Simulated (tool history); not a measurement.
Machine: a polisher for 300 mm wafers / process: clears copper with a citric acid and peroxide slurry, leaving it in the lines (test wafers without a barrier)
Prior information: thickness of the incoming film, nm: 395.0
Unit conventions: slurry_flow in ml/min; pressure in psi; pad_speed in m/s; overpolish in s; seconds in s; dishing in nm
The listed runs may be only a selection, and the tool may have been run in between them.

Run 1, hour 0.0: slurry_flow 220 ml/min, pressure 3.1 psi, pad_speed 1.18 m/s, slurry_solids 1.0, overpolish 9 s. Result: seconds 171.35 s, dishing 16.952 nm.
Run 2, hour 8.8: slurry_flow 220 ml/min, pressure 3.5 psi, pad_speed 1.18 m/s, slurry_solids 1.0, overpolish 9 s. Result: seconds 153.30 s, dishing 18.190 nm.
Run 3, hour 14.6: slurry_flow 220 ml/min, pressure 3.5 psi, pad_speed 1.18 m/s, slurry_solids 1.0, overpolish 12 s. Result: seconds 158.71 s, dishing 23.700 nm.
Run 4, hour 17.5: slurry_flow 165 ml/min, pressure 3.5 psi, pad_speed 1.18 m/s, slurry_solids 1.0, overpolish 12 s. Result: seconds 154.09 s, dishing 22.635 nm.
Run 5, hour 21.5: slurry_flow 165 ml/min, pressure 3.5 psi, pad_speed 1.18 m/s, slurry_solids 1.0, overpolish 9 s. Result: seconds 160.58 s, dishing 18.061 nm.
Run 6, hour 28.1: slurry_flow 145 ml/min, pressure 3.5 psi, pad_speed 1.18 m/s, slurry_solids 1.0, overpolish 9 s. Result: seconds 160.84 s, dishing 18.005 nm.
Run 7, hour 32.1: slurry_flow 145 ml/min, pressure 3.1 psi, pad_speed 1.16 m/s, slurry_solids 1.0, overpolish 9 s. Result: seconds 184.43 s, dishing 15.801 nm.
Run 8, hour 33.6: slurry_flow 145 ml/min, pressure 2.8 psi, pad_speed 1.16 m/s, slurry_solids 1.0, overpolish 9 s. Result: seconds 204.28 s, dishing 13.699 nm.
Run 9, hour 39.1: slurry_flow 145 ml/min, pressure 2.8 psi, pad_speed 1.16 m/s, slurry_solids 1.0, overpolish 9 s. Result: seconds 200.15 s, dishing 14.623 nm.
Run 10, hour 39.9: slurry_flow 145 ml/min, pressure 2.6 psi, pad_speed 1.16 m/s, slurry_solids 1.0, overpolish 9 s. Result: seconds 216.09 s, dishing 13.670 nm.
Run 11, hour 45.4: slurry_flow 145 ml/min, pressure 2.5 psi, pad_speed 1.16 m/s, slurry_solids 1.0, overpolish 9 s. Result: seconds 225.14 s, dishing 13.223 nm.

What will run 12 give?
Run 12, hour 47.0: slurry_flow 145 ml/min, pressure 2.4 psi, pad_speed 1.16 m/s, slurry_solids 1.0, overpolish 9 s. Result: seconds ?, dishing ?.

{"run 12": {"seconds": 236.49, "dishing": 13.061}}
